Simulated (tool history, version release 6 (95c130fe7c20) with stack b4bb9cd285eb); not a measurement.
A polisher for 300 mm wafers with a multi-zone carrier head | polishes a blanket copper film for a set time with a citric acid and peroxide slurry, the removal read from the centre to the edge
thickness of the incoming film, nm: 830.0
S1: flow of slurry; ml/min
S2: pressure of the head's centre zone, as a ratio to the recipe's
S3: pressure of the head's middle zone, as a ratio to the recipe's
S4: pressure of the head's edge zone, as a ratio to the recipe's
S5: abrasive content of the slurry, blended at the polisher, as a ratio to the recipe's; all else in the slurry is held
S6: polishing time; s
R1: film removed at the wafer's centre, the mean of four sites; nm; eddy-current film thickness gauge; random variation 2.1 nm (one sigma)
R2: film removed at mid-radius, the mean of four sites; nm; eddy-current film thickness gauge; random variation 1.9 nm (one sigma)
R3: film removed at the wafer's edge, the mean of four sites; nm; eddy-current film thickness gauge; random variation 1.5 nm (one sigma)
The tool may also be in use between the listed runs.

| run | hour | S1 | S2 | S3 | S4 | S5 | S6 | R1 | R2 | R3 |
|---|---|---|---|---|---|---|---|---|---|---|
| 1 | 0 | 305 | 1 | 1 | 1 | 1 | 78 | 237.29 | 237.32 | 236.04 |
| 2 | 2.4 | 315 | 0.97 | 1.03 | 1.02 | 1 | 78 | 229.01 | 241.54 | 238.06 |
| 3 | 8.9 | 325 | 0.95 | 1.06 | 1.03 | 1 | 78 | 225.29 | 247.99 | 239.59 |
| 4 | 17.5 | 325 | 0.95 | 1.06 | 1.03 | 0.9 | 78 | 218.71 | 241.16 | 231.73 |
| 5 | 20 | 325 | 0.95 | 1.13 | 1.03 | 0.9 | 78 | 222.43 | 252.31 | 232.32 |
| 6 | 26.4 | 325 | 0.99 | 1.13 | 1.03 | 0.9 | 78 | 229.37 | 256.7 | 231.9 |
| 7 | 35.3 | 330 | 0.97 | 1.14 | 1.06 | 0.9 | 78 | 226.64 | 257.94 | 236.71 |

Forecast run 8:
| 8 | 42.8 | 335 | 0.96 | 1.15 | 1.08 | 0.9 | 78 | ? | ? | ? |

Run 8 gave R1 221.9 nm, R2 258.93 nm, R3 236.3 nm.

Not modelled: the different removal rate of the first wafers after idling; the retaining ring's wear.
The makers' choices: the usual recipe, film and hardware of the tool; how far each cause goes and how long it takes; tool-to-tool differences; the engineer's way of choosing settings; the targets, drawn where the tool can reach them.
